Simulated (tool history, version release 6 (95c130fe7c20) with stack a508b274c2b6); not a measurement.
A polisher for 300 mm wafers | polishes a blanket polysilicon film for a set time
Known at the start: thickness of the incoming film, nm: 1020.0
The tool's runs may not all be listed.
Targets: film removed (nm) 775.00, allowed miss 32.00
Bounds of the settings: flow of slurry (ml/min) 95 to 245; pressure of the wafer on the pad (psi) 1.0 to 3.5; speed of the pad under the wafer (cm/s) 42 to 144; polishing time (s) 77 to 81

run	hour	flow of slurry (ml/min)	pressure of the wafer on the pad (psi)	speed of the pad under the wafer (cm/s)	polishing time (s)	film removed (nm)
1	0.0	155	2.2	92	77	521.00
2	2.7	155	1.8	92	77	442.70
3	9.0	155	1.4	92	77	346.59
4	9.6	160	1.9	92	77	454.13
5	12.6	160	2.2	92	77	517.10
6	17.6	140	2.2	92	77	516.29
7	18.9	140	2.5	92	77	592.50
8	20.6	140	2.7	92	77	637.67
9	27.8	140	2.8	92	77	669.15
10	32.0	155	3.1	92	77	732.89

Which of these 4 next moves meets every target?
A	36.2	125	3.0	102	79	?
B	36.2	140	3.1	84	77	?
C	36.2	245	2.5	90	81	?
D	36.2	165	2.9	88	77	?

move	film removed (nm)
A	778.18
B	664.92
C	660.25
D	671.93
A: meets every target
B: further off than the last run
C: further off than the last run
D: further off than the last run
Move A is the one to make.
